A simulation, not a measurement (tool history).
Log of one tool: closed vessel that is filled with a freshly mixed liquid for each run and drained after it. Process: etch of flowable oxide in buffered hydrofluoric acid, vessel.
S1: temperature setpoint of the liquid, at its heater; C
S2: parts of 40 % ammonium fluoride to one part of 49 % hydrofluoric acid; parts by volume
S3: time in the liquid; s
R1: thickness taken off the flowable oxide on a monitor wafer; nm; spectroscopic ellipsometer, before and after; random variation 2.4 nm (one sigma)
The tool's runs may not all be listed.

run 1 hour=0.0 | S1=24.0 S2=18.5 S3=95 | R1=188.54
run 2 hour=6.2 | S1=24.0 S2=23.0 S3=95 | R1=159.70
run 3 hour=14.7 | S1=24.0 S2=25.5 S3=95 | R1=147.66
run 4 hour=20.4 | S1=21.0 S2=25.5 S3=95 | R1=126.56
run 5 hour=22.2 | S1=18.0 S2=25.5 S3=95 | R1=105.19
run 6 hour=27.6 | S1=18.0 S2=25.5 S3=95 | R1=106.62
run 7 hour=30.0 | S1=21.5 S2=24.0 S3=95 | R1=133.44
run 8 hour=38.8 | S1=25.5 S2=18.0 S3=95 | R1=212.54
run 9 hour=41.4 | S1=26.5 S2=18.0 S3=95 | R1=223.86

The next listed run, before its measurement:
run 10 hour=41.9 | S1=27.0 S2=18.0 S3=95 | R1=?

{"run 10": {"R1": 231.83}}
